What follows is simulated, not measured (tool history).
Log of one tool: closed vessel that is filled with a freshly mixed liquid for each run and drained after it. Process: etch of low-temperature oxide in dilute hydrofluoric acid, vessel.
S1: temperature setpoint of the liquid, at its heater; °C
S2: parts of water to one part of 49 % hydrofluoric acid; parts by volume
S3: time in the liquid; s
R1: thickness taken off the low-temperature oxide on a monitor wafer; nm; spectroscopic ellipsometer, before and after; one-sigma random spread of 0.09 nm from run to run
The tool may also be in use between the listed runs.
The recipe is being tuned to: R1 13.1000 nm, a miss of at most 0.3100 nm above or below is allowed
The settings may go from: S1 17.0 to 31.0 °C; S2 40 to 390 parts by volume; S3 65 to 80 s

run,hour,S1,S2,S3,R1
1,0.0,23.0,215,80,7.9568
2,6.1,23.0,215,80,7.8243
3,14.4,25.0,205,80,9.0343
4,19.3,25.0,245,80,7.1766
5,21.9,26.5,230,80,8.2367
6,27.8,26.5,305,80,5.7575
7,28.9,30.5,215,80,10.3040
8,35.6,31.0,165,80,14.5990
9,38.5,30.5,165,80,14.3160

Consider the 5 candidate settings below. Which is the only one whose results all fall within their allowed miss of target?
A,41.4,30.0,175,80,?
B,41.4,30.5,170,80,?
C,41.4,31.0,170,80,?
D,41.4,31.0,145,65,?
E,41.4,31.0,165,75,?

move,R1
A,12.9870
B,13.6930
C,13.9360
D,13.7220
E,13.5490
A: hits every target within its allowed miss
B: closes in on the targets versus the last run, not all within tolerance yet
C: closes in on the targets versus the last run, not all within tolerance yet
D: closes in on the targets versus the last run, not all within tolerance yet
E: closes in on the targets versus the last run, not all within tolerance yet
Move A is the one to make.
